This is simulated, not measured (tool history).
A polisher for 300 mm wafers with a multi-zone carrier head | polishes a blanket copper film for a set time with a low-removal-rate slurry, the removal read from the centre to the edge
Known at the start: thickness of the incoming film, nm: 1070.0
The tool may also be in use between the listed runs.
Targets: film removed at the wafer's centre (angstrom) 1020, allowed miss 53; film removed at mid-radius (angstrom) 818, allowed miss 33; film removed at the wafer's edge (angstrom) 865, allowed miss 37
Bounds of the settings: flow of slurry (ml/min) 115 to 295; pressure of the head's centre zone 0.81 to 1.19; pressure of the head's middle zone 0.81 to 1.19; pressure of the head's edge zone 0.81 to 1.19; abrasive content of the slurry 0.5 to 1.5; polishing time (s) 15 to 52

run	day	flow of slurry (ml/min)	pressure of the head's centre zone	pressure of the head's middle zone	pressure of the head's edge zone	abrasive content of the slurry	polishing time (s)	film removed at the wafer's centre (angstrom)	film removed at mid-radius (angstrom)	film removed at the wafer's edge (angstrom)
1	0	190	1	1	1	1	33	619.34	604.67	611.48
2	0.121	195	1.04	1	1.02	1.1	34	685	635.01	661.51
3	0.396	205	1.07	1.01	1.02	1.2	35	751.65	696.14	703.76
4	0.6	205	0.99	1.01	1.02	1.2	35	690.21	687.85	688.65
5	0.888	205	0.99	1.01	1.02	1.2	31	609.64	606.34	621.5
6	1.188	205	0.99	0.96	1.02	1.2	31	618.25	576.06	623.63
7	1.283	215	1.03	0.97	1.03	1.25	32	672.9	611.9	652.22
8	1.525	220	1.06	0.97	1.04	1.3	33	725.09	632.13	687.55
9	1.712	225	1.09	0.98	1.05	1.35	34	764.27	665.94	723.01
10	2.046	230	1.11	0.98	1.04	1.4	35	818.12	700.23	757.83
11	2.292	235	1.13	0.98	1.03	1.4	36	838.93	719.27	783.76
12	2.379	215	1.14	0.99	1.05	1.4	37	904.5	755.15	790.53
13	2.479	215	1.15	0.99	1.06	1.4	37	890.8	722.36	786.53
14	2.554	215	1.16	0.99	1.06	1.4	38	917.31	759.27	811.12
15	2.738	215	1.16	0.99	1.06	1.4	38	945.97	763.72	798.63
16	3.038	220	1.16	0.99	1.06	1.4	38	923.16	772.11	806.4

4 next moves are on the table. One of them brings every result within its allowed miss. Which?
A	3.338	225	1.18	0.95	1.01	1.5	37	?	?	?
B	3.338	200	1.19	1	1.09	1.25	42	?	?	?
C	3.338	185	1.12	0.9	1.05	1.5	44	?	?	?
D	3.338	255	1.13	0.94	1.01	1.5	45	?	?	?

move	film removed at the wafer's centre (angstrom)	film removed at mid-radius (angstrom)	film removed at the wafer's edge (angstrom)
A	937.69	747.96	774.36
B	1005.6	831.7	854.08
C	1022.7	825.33	915.4
D	1111.3	916.43	953.32
A: further off than the last run
B: meets every target
C: brings the result that was furthest off to its target, and leaves another outside
D: takes the result that was furthest off past its target
Move B is the one to make.

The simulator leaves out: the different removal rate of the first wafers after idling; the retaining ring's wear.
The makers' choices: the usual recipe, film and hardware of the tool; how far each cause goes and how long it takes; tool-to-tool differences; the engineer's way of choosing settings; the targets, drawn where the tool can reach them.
